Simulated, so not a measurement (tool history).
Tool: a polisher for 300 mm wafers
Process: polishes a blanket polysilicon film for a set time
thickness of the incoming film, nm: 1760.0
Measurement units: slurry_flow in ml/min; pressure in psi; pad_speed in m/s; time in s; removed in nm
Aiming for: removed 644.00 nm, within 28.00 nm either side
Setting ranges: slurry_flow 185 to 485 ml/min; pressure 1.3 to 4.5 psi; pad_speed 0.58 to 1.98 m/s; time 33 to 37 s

Run 1, hour 0.0: slurry_flow 310 ml/min, pressure 2.9 psi, pad_speed 1.28 m/s, time 37 s. Result: removed 367.08 nm.
Run 2, hour 6.8: slurry_flow 310 ml/min, pressure 3.1 psi, pad_speed 1.28 m/s, time 37 s. Result: removed 396.73 nm.
Run 3, hour 15.1: slurry_flow 310 ml/min, pressure 3.1 psi, pad_speed 1.00 m/s, time 37 s. Result: removed 316.89 nm.
Run 4, hour 15.8: slurry_flow 310 ml/min, pressure 3.2 psi, pad_speed 1.02 m/s, time 37 s. Result: removed 335.03 nm.
Run 5, hour 20.5: slurry_flow 310 ml/min, pressure 3.3 psi, pad_speed 1.04 m/s, time 37 s. Result: removed 351.50 nm.
Run 6, hour 25.6: slurry_flow 360 ml/min, pressure 3.3 psi, pad_speed 1.04 m/s, time 37 s. Result: removed 358.02 nm.
Run 7, hour 34.4: slurry_flow 370 ml/min, pressure 4.1 psi, pad_speed 1.30 m/s, time 37 s. Result: removed 535.22 nm.
Run 8, hour 39.9: slurry_flow 370 ml/min, pressure 4.1 psi, pad_speed 1.32 m/s, time 37 s. Result: removed 532.00 nm.

Exercise: of the 5 proposed moves below, exactly one satisfies all targets within the stated allowed misses. Which move is it?
Run A, hour 45.4: slurry_flow 350 ml/min, pressure 4.2 psi, pad_speed 1.40 m/s, time 37 s. Result: removed ?.
Run B, hour 45.4: slurry_flow 350 ml/min, pressure 4.5 psi, pad_speed 1.48 m/s, time 36 s. Result: removed ?.
Run C, hour 45.4: slurry_flow 345 ml/min, pressure 4.1 psi, pad_speed 1.38 m/s, time 37 s. Result: removed ?.
Run D, hour 45.4: slurry_flow 445 ml/min, pressure 4.5 psi, pad_speed 1.26 m/s, time 37 s. Result: removed ?.
Run E, hour 45.4: slurry_flow 380 ml/min, pressure 4.0 psi, pad_speed 1.20 m/s, time 34 s. Result: removed ?.

move  removed
   A   579.33
   B   633.43
   C   557.98
   D   574.49
   E   445.49
A: nearer the targets than the last run, but a result is still out of spec
B: every result lands within tolerance
C: nearer the targets than the last run, but a result is still out of spec
D: nearer the targets than the last run, but a result is still out of spec
E: lands further from the targets than the last run did
The right move is B.
